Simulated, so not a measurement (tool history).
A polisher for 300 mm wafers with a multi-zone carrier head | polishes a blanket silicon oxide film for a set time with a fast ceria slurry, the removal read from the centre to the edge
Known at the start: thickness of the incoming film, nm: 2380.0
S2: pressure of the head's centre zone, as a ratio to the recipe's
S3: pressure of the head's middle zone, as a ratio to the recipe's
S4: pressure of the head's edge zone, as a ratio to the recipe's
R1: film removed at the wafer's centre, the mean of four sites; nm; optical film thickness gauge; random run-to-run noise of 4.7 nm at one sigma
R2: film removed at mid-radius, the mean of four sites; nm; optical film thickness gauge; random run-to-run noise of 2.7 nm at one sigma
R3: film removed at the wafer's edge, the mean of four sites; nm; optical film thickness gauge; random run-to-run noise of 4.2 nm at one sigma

run 1 hour=0 | flow_of_slurry_(ml/min)=310 S2=1 S3=1 S4=1 polishing_time_(s)=38 | R1=260.33 R2=257.21 R3=252.65
run 2 hour=0.8 | flow_of_slurry_(ml/min)=315 S2=1.03 S3=1.02 S4=1.01 polishing_time_(s)=39 | R1=278.56 R2=267.87 R3=259.15
run 3 hour=3.2 | flow_of_slurry_(ml/min)=320 S2=1.05 S3=1.04 S4=1.02 polishing_time_(s)=40 | R1=290.88 R2=279.42 R3=265.35
run 4 hour=10.1 | flow_of_slurry_(ml/min)=325 S2=1.07 S3=1.06 S4=1.03 polishing_time_(s)=41 | R1=300.42 R2=289.5 R3=273.51
run 5 hour=15.2 | flow_of_slurry_(ml/min)=325 S2=1.07 S3=1.12 S4=1.03 polishing_time_(s)=41 | R1=306.49 R2=303.19 R3=275.15
run 6 hour=20.6 | flow_of_slurry_(ml/min)=330 S2=1.08 S3=1.13 S4=1.03 polishing_time_(s)=42 | R1=316.08 R2=316.62 R3=278.62
run 7 hour=24.9 | flow_of_slurry_(ml/min)=335 S2=1.09 S3=1.14 S4=1.04 polishing_time_(s)=43 | R1=327.6 R2=320.64 R3=294
run 8 hour=27 | flow_of_slurry_(ml/min)=335 S2=1.1 S3=1.15 S4=1.03 polishing_time_(s)=44 | R1=335.85 R2=331.71 R3=297.84
run 9 hour=29 | flow_of_slurry_(ml/min)=340 S2=1.11 S3=1.16 S4=1.02 polishing_time_(s)=45 | R1=347.33 R2=343.98 R3=298.98

For run 10, what comes out?
run 10 hour=30.6 | flow_of_slurry_(ml/min)=340 S2=1.12 S3=1.16 S4=1.02 polishing_time_(s)=46 | R1=? R2=? R3=?

{"run 10": {"R1": 364.45, "R2": 357.8, "R3": 309.24}}

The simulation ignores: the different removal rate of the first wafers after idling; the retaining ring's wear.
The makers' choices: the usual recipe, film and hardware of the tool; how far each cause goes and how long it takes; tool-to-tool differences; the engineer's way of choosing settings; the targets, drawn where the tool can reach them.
